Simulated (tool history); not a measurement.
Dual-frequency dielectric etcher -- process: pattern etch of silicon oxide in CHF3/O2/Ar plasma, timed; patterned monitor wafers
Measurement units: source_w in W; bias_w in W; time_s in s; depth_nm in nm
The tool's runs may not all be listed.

run,hour,source_w,bias_w,time_s,depth_nm
1,0,520,146,335,629.11
2,2.4,490,143,334.5,613.52
3,10.1,490,134,334.5,588.2
4,18.9,430,134,334.5,564.75
5,26.7,390,134,334.5,547.99
6,35.7,380,134,334.5,544.64
7,42.9,370,134,334.5,540.88

Run 8, settings as shown, results not yet in. Your forecast:
8,47.3,360,134,334.5,?

Run 8 measured depth_nm 534.44 nm.
